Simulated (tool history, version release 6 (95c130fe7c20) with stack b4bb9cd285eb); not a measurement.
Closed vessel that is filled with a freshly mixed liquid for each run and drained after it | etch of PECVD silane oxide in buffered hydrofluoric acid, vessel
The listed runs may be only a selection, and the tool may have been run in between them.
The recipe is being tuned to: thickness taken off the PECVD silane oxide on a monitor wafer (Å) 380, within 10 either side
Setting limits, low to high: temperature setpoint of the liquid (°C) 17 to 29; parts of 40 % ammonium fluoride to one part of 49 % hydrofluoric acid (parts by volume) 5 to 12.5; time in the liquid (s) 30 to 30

run,hour,temperature setpoint of the liquid (°C),parts of 40 % ammonium fluoride to one part of 49 % hydrofluoric acid (parts by volume),time in the liquid (s),thickness taken off the PECVD silane oxide on a monitor wafer (Å)
1,0,21,7.5,30,611.92
2,8.1,19.5,8,30,524.81
3,14.3,23,8,30,654.33
4,19.7,23,6.5,30,790.74
5,23,21,7.5,30,613.96
6,27.8,21,5.5,30,821.22
7,33.2,19.5,7,30,606.21
8,35.8,18.5,8,30,507.02
9,39.1,18,8.5,30,457.68
10,45.1,17.5,9,30,422.51
11,48.1,17,9.5,30,392.62

Next run, 4 choices. One meets every target within its allowed miss, the rest don't. Which?
A,51.1,18,9.5,30,?
B,51.1,18,10,30,?
C,51.1,17,10,30,?
D,51.1,17,9,30,?

move,thickness taken off the PECVD silane oxide on a monitor wafer (Å)
A,421.3
B,407.89
C,385.31
D,411.77
A: further off than the last run
B: further off than the last run
C: all results land within tolerance of their targets
D: further off than the last run
C is the move that brings every result within its allowed miss.

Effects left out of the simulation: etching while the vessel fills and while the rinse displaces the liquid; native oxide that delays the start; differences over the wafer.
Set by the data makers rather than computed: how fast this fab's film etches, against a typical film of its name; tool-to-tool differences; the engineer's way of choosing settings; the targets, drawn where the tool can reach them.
